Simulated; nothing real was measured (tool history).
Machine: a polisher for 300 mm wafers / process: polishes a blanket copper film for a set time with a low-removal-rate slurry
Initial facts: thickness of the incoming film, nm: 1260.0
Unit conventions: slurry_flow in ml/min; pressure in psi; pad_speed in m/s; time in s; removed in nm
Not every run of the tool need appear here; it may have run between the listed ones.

{"run": 1, "hour": 0.0, "slurry_flow": 165, "pressure": 1.7, "pad_speed": 1, "slurry_solids": 1, "time": 62, "removed": 111.69}
{"run": 2, "hour": 5.0, "slurry_flow": 165, "pressure": 1.7, "pad_speed": 1.18, "slurry_solids": 1, "time": 62, "removed": 131.55}
{"run": 3, "hour": 9.2, "slurry_flow": 165, "pressure": 2, "pad_speed": 1.18, "slurry_solids": 1, "time": 62, "removed": 152.92}
{"run": 4, "hour": 9.8, "slurry_flow": 165, "pressure": 1.6, "pad_speed": 1.18, "slurry_solids": 1, "time": 62, "removed": 123.53}
{"run": 5, "hour": 18.1, "slurry_flow": 165, "pressure": 1.6, "pad_speed": 1.18, "slurry_solids": 1, "time": 56, "removed": 110.97}
{"run": 6, "hour": 20.2, "slurry_flow": 165, "pressure": 1.4, "pad_speed": 1.18, "slurry_solids": 1, "time": 56, "removed": 98.713}
{"run": 7, "hour": 26.1, "slurry_flow": 170, "pressure": 1.5, "pad_speed": 1.18, "slurry_solids": 1, "time": 56, "removed": 104.22}

What does the tool deliver on the next run?
{"run": 8, "hour": 33.6, "slurry_flow": 170, "pressure": 1.5, "pad_speed": 1.18, "slurry_solids": 1, "time": 56, "removed": "?"}

{"run 8": {"removed": 105.47}}

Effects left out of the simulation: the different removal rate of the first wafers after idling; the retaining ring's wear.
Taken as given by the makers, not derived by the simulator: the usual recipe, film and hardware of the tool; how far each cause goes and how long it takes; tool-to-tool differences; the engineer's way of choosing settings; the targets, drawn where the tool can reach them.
